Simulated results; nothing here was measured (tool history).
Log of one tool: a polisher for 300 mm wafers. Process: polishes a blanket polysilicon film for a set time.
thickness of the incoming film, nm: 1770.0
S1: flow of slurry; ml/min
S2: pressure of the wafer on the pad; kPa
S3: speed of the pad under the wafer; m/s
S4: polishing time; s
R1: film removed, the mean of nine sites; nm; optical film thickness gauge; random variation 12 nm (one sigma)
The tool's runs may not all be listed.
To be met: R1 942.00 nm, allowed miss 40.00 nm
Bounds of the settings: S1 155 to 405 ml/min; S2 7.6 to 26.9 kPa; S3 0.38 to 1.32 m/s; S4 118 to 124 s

Run 1, hour 0.0: S1 260 ml/min, S2 17.2 kPa, S3 0.84 m/s, S4 118 s. Result: R1 637.28 nm.
Run 2, hour 1.8: S1 260 ml/min, S2 18.6 kPa, S3 0.84 m/s, S4 118 s. Result: R1 698.32 nm.
Run 3, hour 10.0: S1 220 ml/min, S2 18.6 kPa, S3 0.84 m/s, S4 118 s. Result: R1 694.27 nm.
Run 4, hour 17.8: S1 220 ml/min, S2 18.6 kPa, S3 1.00 m/s, S4 118 s. Result: R1 802.03 nm.
Run 5, hour 23.8: S1 220 ml/min, S2 19.3 kPa, S3 1.00 m/s, S4 118 s. Result: R1 825.98 nm.
Run 6, hour 26.8: S1 220 ml/min, S2 19.3 kPa, S3 0.86 m/s, S4 118 s. Result: R1 730.53 nm.
Run 7, hour 34.7: S1 220 ml/min, S2 19.3 kPa, S3 0.86 m/s, S4 118 s. Result: R1 737.87 nm.
Run 8, hour 41.9: S1 220 ml/min, S2 20.0 kPa, S3 0.86 m/s, S4 118 s. Result: R1 755.74 nm.
Run 9, hour 49.5: S1 220 ml/min, S2 20.7 kPa, S3 0.86 m/s, S4 118 s. Result: R1 784.64 nm.

5 next moves are on the table. One of them brings every result within its allowed miss. Which?
Run A, hour 57.1: S1 220 ml/min, S2 20.0 kPa, S3 1.08 m/s, S4 120 s. Result: R1 ?.
Run B, hour 57.1: S1 160 ml/min, S2 24.1 kPa, S3 1.02 m/s, S4 124 s. Result: R1 ?.
Run C, hour 57.1: S1 225 ml/min, S2 20.0 kPa, S3 0.74 m/s, S4 118 s. Result: R1 ?.
Run D, hour 57.1: S1 175 ml/min, S2 22.8 kPa, S3 0.82 m/s, S4 124 s. Result: R1 ?.
Run E, hour 57.1: S1 170 ml/min, S2 13.1 kPa, S3 1.14 m/s, S4 124 s. Result: R1 ?.

move       R1
   A   958.25
   B  1066.30
   C   654.61
   D   828.38
   E   664.85
A: meets every target
B: takes the result that was furthest off past its target
C: further off than the last run
D: nearer than the last run, and not there yet
E: further off than the last run
Answer: A
